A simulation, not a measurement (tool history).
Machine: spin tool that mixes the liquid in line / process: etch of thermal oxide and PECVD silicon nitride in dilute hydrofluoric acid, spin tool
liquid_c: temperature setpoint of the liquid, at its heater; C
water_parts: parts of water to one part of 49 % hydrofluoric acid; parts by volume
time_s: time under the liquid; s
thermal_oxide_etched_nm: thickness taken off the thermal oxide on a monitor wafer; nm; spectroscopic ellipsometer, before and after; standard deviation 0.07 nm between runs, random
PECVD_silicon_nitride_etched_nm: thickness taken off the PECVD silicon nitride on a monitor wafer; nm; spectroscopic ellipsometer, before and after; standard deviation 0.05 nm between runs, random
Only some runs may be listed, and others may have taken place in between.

run	hour	liquid_c	water_parts	time_s	thermal_oxide_etched_nm	PECVD_silicon_nitride_etched_nm
1	0.0	24.0	110	180	6.3494	4.1786
2	5.7	24.0	75	180	9.9606	6.1334
3	8.5	23.5	75	180	9.7716	5.8358
4	11.9	23.5	80	180	9.0863	5.6444
5	20.4	23.5	80	230	11.5230	7.1540
6	23.4	22.0	80	230	10.9460	6.3018

Forecast run 7:
7	29.3	22.0	85	230	?	?

thermal_oxide_etched_nm: 10.2730 nm
PECVD_silicon_nitride_etched_nm: 6.0662 nm

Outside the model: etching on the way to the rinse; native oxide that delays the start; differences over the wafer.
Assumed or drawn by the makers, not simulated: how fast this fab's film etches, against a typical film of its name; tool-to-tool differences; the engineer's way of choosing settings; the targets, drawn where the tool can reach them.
